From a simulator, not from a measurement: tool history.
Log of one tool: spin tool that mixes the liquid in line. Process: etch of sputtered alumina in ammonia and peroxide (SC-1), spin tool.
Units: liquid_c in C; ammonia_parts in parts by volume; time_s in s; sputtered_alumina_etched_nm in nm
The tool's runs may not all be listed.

Run 1, hour 0.0: liquid_c 61.0 C, ammonia_parts 0.8 parts by volume, time_s 40 s. Result: sputtered_alumina_etched_nm 2.2253 nm.
Run 2, hour 7.9: liquid_c 59.0 C, ammonia_parts 0.8 parts by volume, time_s 40 s. Result: sputtered_alumina_etched_nm 1.9879 nm.
Run 3, hour 9.0: liquid_c 52.5 C, ammonia_parts 0.8 parts by volume, time_s 40 s. Result: sputtered_alumina_etched_nm 1.4079 nm.
Run 4, hour 17.9: liquid_c 53.5 C, ammonia_parts 0.8 parts by volume, time_s 40 s. Result: sputtered_alumina_etched_nm 1.4820 nm.
Run 5, hour 25.4: liquid_c 53.5 C, ammonia_parts 0.8 parts by volume, time_s 40 s. Result: sputtered_alumina_etched_nm 1.5011 nm.
Run 6, hour 34.1: liquid_c 60.5 C, ammonia_parts 0.8 parts by volume, time_s 40 s. Result: sputtered_alumina_etched_nm 2.1626 nm.
Run 7, hour 38.1: liquid_c 58.5 C, ammonia_parts 0.8 parts by volume, time_s 40 s. Result: sputtered_alumina_etched_nm 1.9413 nm.
Run 8, hour 42.0: liquid_c 57.5 C, ammonia_parts 0.8 parts by volume, time_s 40 s. Result: sputtered_alumina_etched_nm 1.8319 nm.
Run 9, hour 45.6: liquid_c 56.5 C, ammonia_parts 0.8 parts by volume, time_s 40 s. Result: sputtered_alumina_etched_nm 1.7294 nm.

The next listed run, before its measurement:
Run 10, hour 53.2: liquid_c 56.0 C, ammonia_parts 0.8 parts by volume, time_s 40 s. Result: sputtered_alumina_etched_nm ?.

sputtered_alumina_etched_nm: 1.6953 nm
